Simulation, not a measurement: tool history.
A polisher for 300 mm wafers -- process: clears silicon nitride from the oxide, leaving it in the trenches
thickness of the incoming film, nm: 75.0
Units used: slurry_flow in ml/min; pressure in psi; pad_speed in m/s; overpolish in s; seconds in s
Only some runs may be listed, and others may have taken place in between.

run	hour	slurry_flow	pressure	pad_speed	overpolish	seconds
1	0	265	2.5	1.08	15	70.128
2	5.9	265	2.2	1.08	15	78.106
3	13.7	215	2.2	1.08	15	79.646
4	16.5	270	2.2	1.08	15	78.549
5	21.7	270	2.2	1.08	11	79.033
6	23.7	270	2.8	1.08	11	62.512
# hour 27.9: head pressure recalibrated
7	27.9	270	2.5	1.06	11	74.798
8	35.1	270	2.2	1.04	11	85.382

Forecast run 9:
9	37.6	270	2	1.04	11	?

Run 9 gave seconds 94.36 s.

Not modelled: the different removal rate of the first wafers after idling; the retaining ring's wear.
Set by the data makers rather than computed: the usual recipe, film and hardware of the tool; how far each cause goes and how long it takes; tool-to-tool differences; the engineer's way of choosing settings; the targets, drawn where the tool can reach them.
